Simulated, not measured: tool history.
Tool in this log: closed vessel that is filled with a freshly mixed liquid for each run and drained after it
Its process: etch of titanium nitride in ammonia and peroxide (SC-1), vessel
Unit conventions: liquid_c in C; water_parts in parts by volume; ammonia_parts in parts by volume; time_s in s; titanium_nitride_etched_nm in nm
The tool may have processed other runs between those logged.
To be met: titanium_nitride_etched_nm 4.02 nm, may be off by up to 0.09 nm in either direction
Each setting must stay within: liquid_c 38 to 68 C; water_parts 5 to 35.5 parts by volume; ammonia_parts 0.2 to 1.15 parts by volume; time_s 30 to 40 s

{"run": 1, "hour": 0.0, "liquid_c": 52, "water_parts": 19.5, "ammonia_parts": 0.65, "time_s": 40, "titanium_nitride_etched_nm": 2.0596}
{"run": 2, "hour": 7.7, "liquid_c": 55, "water_parts": 19.5, "ammonia_parts": 0.65, "time_s": 40, "titanium_nitride_etched_nm": 2.5209}
{"run": 3, "hour": 16.6, "liquid_c": 55, "water_parts": 19.5, "ammonia_parts": 0.8, "time_s": 40, "titanium_nitride_etched_nm": 2.6026}
{"run": 4, "hour": 21.6, "liquid_c": 57, "water_parts": 19.5, "ammonia_parts": 0.8, "time_s": 40, "titanium_nitride_etched_nm": 2.9699}
{"run": 5, "hour": 25.6, "liquid_c": 54, "water_parts": 19.5, "ammonia_parts": 0.8, "time_s": 40, "titanium_nitride_etched_nm": 2.4597}
{"run": 6, "hour": 29.2, "liquid_c": 56.5, "water_parts": 19.5, "ammonia_parts": 0.8, "time_s": 40, "titanium_nitride_etched_nm": 2.8683}
{"run": 7, "hour": 33.6, "liquid_c": 58, "water_parts": 19.5, "ammonia_parts": 0.8, "time_s": 40, "titanium_nitride_etched_nm": 3.185}
{"run": 8, "hour": 39.3, "liquid_c": 62, "water_parts": 19.5, "ammonia_parts": 0.8, "time_s": 40, "titanium_nitride_etched_nm": 4.1513}

Exactly one of the 5 candidate moves below puts every result within its allowed miss. Which one?
{"run": "A", "hour": 45.0, "liquid_c": 61, "water_parts": 18.5, "ammonia_parts": 0.8, "time_s": 40, "titanium_nitride_etched_nm": "?"}
{"run": "B", "hour": 45.0, "liquid_c": 64.5, "water_parts": 18, "ammonia_parts": 0.8, "time_s": 30, "titanium_nitride_etched_nm": "?"}
{"run": "C", "hour": 45.0, "liquid_c": 61.5, "water_parts": 21, "ammonia_parts": 0.75, "time_s": 40, "titanium_nitride_etched_nm": "?"}
{"run": "D", "hour": 45.0, "liquid_c": 61, "water_parts": 20.5, "ammonia_parts": 0.75, "time_s": 40, "titanium_nitride_etched_nm": "?"}
{"run": "E", "hour": 45.0, "liquid_c": 64, "water_parts": 22, "ammonia_parts": 0.75, "time_s": 35, "titanium_nitride_etched_nm": "?"}

move=A titanium_nitride_etched_nm=4.0158
move=B titanium_nitride_etched_nm=3.8314
move=C titanium_nitride_etched_nm=3.8248
move=D titanium_nitride_etched_nm=3.7521
move=E titanium_nitride_etched_nm=3.832
A: each result inside its tolerance
B: the result that was furthest off in the last run now lies on the other side of its target
C: the result that was furthest off in the last run now lies on the other side of its target
D: the result that was furthest off in the last run now lies on the other side of its target
E: the result that was furthest off in the last run now lies on the other side of its target
Correct choice: A, which meets every target
